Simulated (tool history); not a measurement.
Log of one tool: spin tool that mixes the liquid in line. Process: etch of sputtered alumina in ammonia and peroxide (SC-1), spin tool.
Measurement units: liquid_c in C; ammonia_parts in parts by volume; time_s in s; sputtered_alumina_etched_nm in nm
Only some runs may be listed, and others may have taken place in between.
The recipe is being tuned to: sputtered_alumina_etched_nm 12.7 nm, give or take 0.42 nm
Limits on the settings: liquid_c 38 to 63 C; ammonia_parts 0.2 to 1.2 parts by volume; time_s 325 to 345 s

run,day,liquid_c,ammonia_parts,time_s,sputtered_alumina_etched_nm
1,0,47,0.7,325,10.698
2,0.108,47,0.6,325,10.334
3,0.233,41,0.6,325,7.4815
4,0.6,41,0.6,345,8.0162
5,0.967,38,0.6,345,6.6059
6,1.212,38,0.6,345,6.67
7,1.5,39,0.6,345,6.9854
8,1.721,40,0.6,345,7.4715
9,2.025,41,0.6,345,7.8897

Below are 4 possible settings for the next run. Only one of them brings all results inside the allowed miss of their targets. Which is it?
A,2.329,53,0.2,345,?
B,2.329,51,0.45,345,?
C,2.329,50.5,0.75,345,?
D,2.329,50,0.6,330,?

move,sputtered_alumina_etched_nm
A,13.9
B,13.472
C,13.761
D,12.537
A: pushes the last run's worst result past its target
B: pushes the last run's worst result past its target
C: pushes the last run's worst result past its target
D: each result inside its tolerance
D meets every target.

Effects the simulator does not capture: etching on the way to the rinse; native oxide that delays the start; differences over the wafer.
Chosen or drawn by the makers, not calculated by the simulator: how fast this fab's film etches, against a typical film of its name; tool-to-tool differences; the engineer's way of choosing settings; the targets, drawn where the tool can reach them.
